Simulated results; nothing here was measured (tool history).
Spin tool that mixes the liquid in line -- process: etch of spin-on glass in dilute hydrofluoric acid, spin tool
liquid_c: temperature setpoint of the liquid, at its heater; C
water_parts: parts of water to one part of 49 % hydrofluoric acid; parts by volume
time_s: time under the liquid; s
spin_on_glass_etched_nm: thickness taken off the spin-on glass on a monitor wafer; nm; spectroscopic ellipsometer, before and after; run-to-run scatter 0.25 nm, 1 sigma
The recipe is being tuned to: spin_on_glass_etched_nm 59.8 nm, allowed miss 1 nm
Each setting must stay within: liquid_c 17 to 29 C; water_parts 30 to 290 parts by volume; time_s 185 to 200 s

run    day  liquid_c  water_parts  time_s  spin_on_glass_etched_nm
  1      0        21          160     185                   47.288
  2  0.062        23          160     185                   51.099
  3   0.25        23          160     200                   55.153
  4  0.404        20          160     200                   49.156
  5  0.642      21.5          160     200                   51.798
  6  0.854        20          160     200                   48.555
  7  1.188        24          160     200                   56.967
  8    1.3      24.5          160     200                   58.027

5 next moves are on the table. One of them brings every result within its allowed miss. Which?
  A  1.412        27          165     200                        ?
  B  1.412      27.5          155     185                        ?
  C  1.412      21.5          145     200                        ?
  D  1.412        20          125     185                        ?
  E  1.412      22.5          155     200                        ?

move  spin_on_glass_etched_nm
   A                   61.731
   B                   62.668
   C                   58.315
   D                   60.226
   E                   56.107
A: carries the result that was furthest off beyond its target, to the other side
B: carries the result that was furthest off beyond its target, to the other side
C: nearer the targets than the last run, but a result is still out of spec
D: all results land within tolerance of their targets
E: further off than the last run
Go with D: it meets all targets.
